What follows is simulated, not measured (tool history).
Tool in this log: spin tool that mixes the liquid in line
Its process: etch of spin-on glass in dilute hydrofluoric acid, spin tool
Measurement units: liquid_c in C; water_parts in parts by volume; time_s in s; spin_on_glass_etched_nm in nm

| run | hour | liquid_c | water_parts | time_s | spin_on_glass_etched_nm |
|---|---|---|---|---|---|
| 1 | 0 | 21 | 135 | 90 | 24.069 |
| 2 | 8.3 | 24 | 135 | 90 | 27.274 |
| 3 | 10.8 | 23 | 140 | 90 | 24.96 |
| 4 | 17.7 | 24.5 | 140 | 90 | 26.865 |
| 5 | 22.5 | 23.5 | 140 | 90 | 25.687 |
| 6 | 29.8 | 23.5 | 140 | 95 | 27.018 |

Forecast run 7:
|  | 32.3 | hydrofluoric acid flow meter replaced |
| 7 | 32.3 | 23 | 145 | 95 | ? |

{"run 7": {"spin_on_glass_etched_nm": 23.179}}

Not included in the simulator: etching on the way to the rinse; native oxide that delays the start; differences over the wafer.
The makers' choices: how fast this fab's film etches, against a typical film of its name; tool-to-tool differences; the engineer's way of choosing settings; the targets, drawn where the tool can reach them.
